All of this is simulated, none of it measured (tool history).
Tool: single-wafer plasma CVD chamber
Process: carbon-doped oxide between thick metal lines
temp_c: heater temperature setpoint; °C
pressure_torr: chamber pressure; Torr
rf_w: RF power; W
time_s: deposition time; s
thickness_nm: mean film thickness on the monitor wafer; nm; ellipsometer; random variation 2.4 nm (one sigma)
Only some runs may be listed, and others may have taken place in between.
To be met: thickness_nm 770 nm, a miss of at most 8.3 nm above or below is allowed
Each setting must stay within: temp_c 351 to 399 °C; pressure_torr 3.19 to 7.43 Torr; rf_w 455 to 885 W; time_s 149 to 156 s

Run 1, day 0: temp_c 375 °C, pressure_torr 5.31 Torr, rf_w 670 W, time_s 156 s. Result: thickness_nm 853.88 nm.
Run 2, day 0.171: temp_c 377 °C, pressure_torr 5.04 Torr, rf_w 665 W, time_s 156 s. Result: thickness_nm 840.33 nm.
Run 3, day 0.375: temp_c 379 °C, pressure_torr 4.82 Torr, rf_w 660 W, time_s 156 s. Result: thickness_nm 824.26 nm.
Run 4, day 0.617: temp_c 381 °C, pressure_torr 4.71 Torr, rf_w 660 W, time_s 156 s. Result: thickness_nm 822.94 nm.
At day 0.85: RF generator calibrated.
Run 5, day 0.85: temp_c 381 °C, pressure_torr 5.36 Torr, rf_w 660 W, time_s 156 s. Result: thickness_nm 873.14 nm.
Run 6, day 1.042: temp_c 381 °C, pressure_torr 5.36 Torr, rf_w 660 W, time_s 156 s. Result: thickness_nm 870.94 nm.
Run 7, day 1.154: temp_c 381 °C, pressure_torr 5.36 Torr, rf_w 660 W, time_s 156 s. Result: thickness_nm 871.52 nm.
Run 8, day 1.525: temp_c 378 °C, pressure_torr 5.27 Torr, rf_w 660 W, time_s 156 s. Result: thickness_nm 870.6 nm.
Run 9, day 1.883: temp_c 378 °C, pressure_torr 5.1 Torr, rf_w 660 W, time_s 156 s. Result: thickness_nm 870.94 nm.
Run 10, day 1.983: temp_c 390 °C, pressure_torr 4.04 Torr, rf_w 570 W, time_s 155 s. Result: thickness_nm 743.24 nm.
Run 11, day 2.308: temp_c 390 °C, pressure_torr 4.11 Torr, rf_w 570 W, time_s 155 s. Result: thickness_nm 747.2 nm.
Run 12, day 2.642: temp_c 390 °C, pressure_torr 4.17 Torr, rf_w 570 W, time_s 155 s. Result: thickness_nm 743.37 nm.

4 candidate next runs follow, results not yet known. Just one meets every target within its allowed miss. Identify it.
Run A, day 2.975: temp_c 379 °C, pressure_torr 4.54 Torr, rf_w 555 W, time_s 150 s. Result: thickness_nm ?.
Run B, day 2.975: temp_c 395 °C, pressure_torr 4.17 Torr, rf_w 540 W, time_s 156 s. Result: thickness_nm ?.
Run C, day 2.975: temp_c 380 °C, pressure_torr 4.7 Torr, rf_w 565 W, time_s 156 s. Result: thickness_nm ?.
Run D, day 2.975: temp_c 393 °C, pressure_torr 4.41 Torr, rf_w 580 W, time_s 149 s. Result: thickness_nm ?.

move  thickness_nm
   A        722.15
   B        708.46
   C        763.01
   D        721.49
A: misses by more than the last run did
B: misses by more than the last run did
C: meets every target
D: misses by more than the last run did
C is the move that brings every result within its allowed miss.
